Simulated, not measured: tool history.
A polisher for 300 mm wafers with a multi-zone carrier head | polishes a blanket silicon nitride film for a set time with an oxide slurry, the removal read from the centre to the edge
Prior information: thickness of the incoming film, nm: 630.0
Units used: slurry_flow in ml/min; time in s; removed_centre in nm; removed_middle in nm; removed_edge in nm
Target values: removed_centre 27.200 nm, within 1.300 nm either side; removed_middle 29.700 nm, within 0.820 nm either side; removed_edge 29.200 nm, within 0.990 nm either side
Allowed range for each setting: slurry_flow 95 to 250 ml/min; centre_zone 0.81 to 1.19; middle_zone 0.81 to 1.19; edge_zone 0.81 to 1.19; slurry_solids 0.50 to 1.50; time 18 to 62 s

run 1 hour=0.0 | slurry_flow=160 centre_zone=1.00 middle_zone=1.00 edge_zone=1.00 slurry_solids=1.00 time=40 | removed_centre=34.734 removed_middle=34.013 removed_edge=35.416
run 2 hour=3.7 | slurry_flow=155 centre_zone=0.98 middle_zone=1.00 edge_zone=0.97 slurry_solids=0.95 time=40 | removed_centre=33.471 removed_middle=33.421 removed_edge=33.778
run 3 hour=6.2 | slurry_flow=155 centre_zone=0.98 middle_zone=1.00 edge_zone=0.93 slurry_solids=0.95 time=40 | removed_centre=33.153 removed_middle=33.632 removed_edge=33.073
run 4 hour=11.7 | slurry_flow=155 centre_zone=0.98 middle_zone=1.00 edge_zone=0.89 slurry_solids=0.95 time=40 | removed_centre=32.837 removed_middle=33.207 removed_edge=32.653
run 5 hour=19.2 | slurry_flow=150 centre_zone=0.96 middle_zone=0.99 edge_zone=0.88 slurry_solids=0.95 time=40 | removed_centre=32.208 removed_middle=33.096 removed_edge=33.141
run 6 hour=22.7 | slurry_flow=150 centre_zone=0.96 middle_zone=0.99 edge_zone=0.88 slurry_solids=0.95 time=46 | removed_centre=37.405 removed_middle=37.870 removed_edge=37.710
run 7 hour=26.0 | slurry_flow=150 centre_zone=0.94 middle_zone=0.99 edge_zone=0.88 slurry_solids=0.85 time=46 | removed_centre=33.647 removed_middle=34.991 removed_edge=34.614
run 8 hour=33.7 | slurry_flow=130 centre_zone=0.87 middle_zone=0.95 edge_zone=0.81 slurry_solids=0.65 time=46 | removed_centre=26.420 removed_middle=27.423 removed_edge=27.470

Consider the 5 candidate settings below. Which is the only one whose results all fall within their allowed miss of target?
run A hour=41.4 | slurry_flow=100 centre_zone=0.92 middle_zone=1.01 edge_zone=0.83 slurry_solids=0.55 time=58 | removed_centre=? removed_middle=? removed_edge=?
run B hour=41.4 | slurry_flow=105 centre_zone=1.02 middle_zone=1.05 edge_zone=0.83 slurry_solids=0.55 time=52 | removed_centre=? removed_middle=? removed_edge=?
run C hour=41.4 | slurry_flow=140 centre_zone=0.98 middle_zone=1.02 edge_zone=0.81 slurry_solids=0.80 time=38 | removed_centre=? removed_middle=? removed_edge=?
run D hour=41.4 | slurry_flow=155 centre_zone=0.91 middle_zone=1.00 edge_zone=0.83 slurry_solids=0.65 time=40 | removed_centre=? removed_middle=? removed_edge=?
run E hour=41.4 | slurry_flow=135 centre_zone=1.05 middle_zone=0.94 edge_zone=0.81 slurry_solids=0.50 time=53 | removed_centre=? removed_middle=? removed_edge=?

move=A removed_centre=27.552 removed_middle=29.945 removed_edge=29.191
move=B removed_centre=27.006 removed_middle=28.138 removed_edge=26.413
move=C removed_centre=27.593 removed_middle=28.569 removed_edge=26.695
move=D removed_centre=24.417 removed_middle=26.112 removed_edge=24.858
move=E removed_centre=27.676 removed_middle=25.508 removed_edge=25.623
A: in spec on every target
B: about the same distance from the targets as the last run
C: better than the last run, though not everything is in spec
D: misses by more than the last run did
E: misses by more than the last run did
The right move is A.
